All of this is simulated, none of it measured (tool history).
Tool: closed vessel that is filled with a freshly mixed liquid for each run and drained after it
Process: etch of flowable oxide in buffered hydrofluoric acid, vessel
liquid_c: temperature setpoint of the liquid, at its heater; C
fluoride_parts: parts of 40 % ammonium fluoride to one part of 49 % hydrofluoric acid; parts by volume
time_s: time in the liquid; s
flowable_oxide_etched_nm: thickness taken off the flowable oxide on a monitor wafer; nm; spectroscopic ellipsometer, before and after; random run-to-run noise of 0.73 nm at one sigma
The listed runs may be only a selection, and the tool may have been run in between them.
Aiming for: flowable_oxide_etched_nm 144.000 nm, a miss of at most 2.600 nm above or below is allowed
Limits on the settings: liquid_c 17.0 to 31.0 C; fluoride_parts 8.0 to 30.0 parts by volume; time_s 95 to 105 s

run 1 hour=0.0 | liquid_c=23.0 fluoride_parts=22.5 time_s=95 | flowable_oxide_etched_nm=104.090
run 2 hour=1.1 | liquid_c=23.0 fluoride_parts=29.0 time_s=95 | flowable_oxide_etched_nm=88.187
run 3 hour=5.9 | liquid_c=23.0 fluoride_parts=29.0 time_s=105 | flowable_oxide_etched_nm=96.826
run 4 hour=8.1 | liquid_c=20.5 fluoride_parts=29.0 time_s=105 | flowable_oxide_etched_nm=84.786
run 5 hour=11.8 | liquid_c=22.0 fluoride_parts=29.0 time_s=105 | flowable_oxide_etched_nm=91.917
run 6 hour=18.6 | liquid_c=22.0 fluoride_parts=30.0 time_s=105 | flowable_oxide_etched_nm=89.446
run 7 hour=23.3 | liquid_c=23.5 fluoride_parts=30.0 time_s=105 | flowable_oxide_etched_nm=96.866
run 8 hour=27.5 | liquid_c=25.0 fluoride_parts=30.0 time_s=105 | flowable_oxide_etched_nm=106.770
run 9 hour=36.2 | liquid_c=29.0 fluoride_parts=30.0 time_s=105 | flowable_oxide_etched_nm=130.390
run 10 hour=40.5 | liquid_c=29.5 fluoride_parts=30.0 time_s=105 | flowable_oxide_etched_nm=135.050
run 11 hour=44.6 | liquid_c=30.0 fluoride_parts=30.0 time_s=105 | flowable_oxide_etched_nm=137.910

Pick the move, out of 4, that brings all results within their allowed miss; only one does.
run A hour=48.7 | liquid_c=31.0 fluoride_parts=29.0 time_s=105 | flowable_oxide_etched_nm=?
run B hour=48.7 | liquid_c=30.5 fluoride_parts=29.5 time_s=105 | flowable_oxide_etched_nm=?
run C hour=48.7 | liquid_c=31.0 fluoride_parts=28.5 time_s=105 | flowable_oxide_etched_nm=?
run D hour=48.7 | liquid_c=29.0 fluoride_parts=23.0 time_s=100 | flowable_oxide_etched_nm=?

move=A flowable_oxide_etched_nm=149.240
move=B flowable_oxide_etched_nm=143.660
move=C flowable_oxide_etched_nm=151.010
move=D flowable_oxide_etched_nm=149.720
A: takes the result that was furthest off past its target
B: meets every target
C: takes the result that was furthest off past its target
D: takes the result that was furthest off past its target
Correct choice: B, which meets every target

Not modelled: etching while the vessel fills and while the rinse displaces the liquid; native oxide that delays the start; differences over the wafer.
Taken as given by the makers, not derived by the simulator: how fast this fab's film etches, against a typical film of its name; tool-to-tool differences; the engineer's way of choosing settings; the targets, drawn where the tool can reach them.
